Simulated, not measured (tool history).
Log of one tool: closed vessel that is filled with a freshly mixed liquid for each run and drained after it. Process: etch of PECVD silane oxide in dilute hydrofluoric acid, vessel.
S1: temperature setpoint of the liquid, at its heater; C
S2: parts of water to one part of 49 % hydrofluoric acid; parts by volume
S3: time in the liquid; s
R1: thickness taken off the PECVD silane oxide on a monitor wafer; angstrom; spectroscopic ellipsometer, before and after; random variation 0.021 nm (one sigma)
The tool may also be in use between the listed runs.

| run | day | S1 | S2 | S3 | R1 |
|---|---|---|---|---|---|
| 1 | 0.000 | 24.0 | 160 | 35 | 51.272 |
| 2 | 0.062 | 24.0 | 160 | 30 | 45.324 |
| 3 | 0.229 | 27.5 | 160 | 30 | 51.113 |
| 4 | 0.292 | 27.5 | 160 | 30 | 50.571 |
| 5 | 0.604 | 27.5 | 160 | 30 | 50.613 |
| 6 | 0.862 | 27.5 | 160 | 30 | 50.822 |
| 7 | 0.992 | 26.0 | 170 | 30 | 43.987 |
| 8 | 1.258 | 26.0 | 170 | 30 | 44.750 |
| 9 | 1.462 | 25.0 | 175 | 30 | 41.388 |
| 10 | 1.529 | 24.0 | 180 | 30 | 38.821 |
| 11 | 1.908 | 23.0 | 185 | 30 | 35.825 |
| 12 | 2.025 | 22.0 | 190 | 30 | 33.820 |
| 13 | 2.079 | 21.5 | 195 | 30 | 31.650 |
| 14 | 2.258 | 21.5 | 195 | 30 | 32.267 |
| 15 | 2.525 | 21.0 | 195 | 30 | 30.957 |

The next listed run, before its measurement:
| 16 | 2.796 | 17.0 | 195 | 30 | ? |

{"run 16": {"R1": 26.759}}
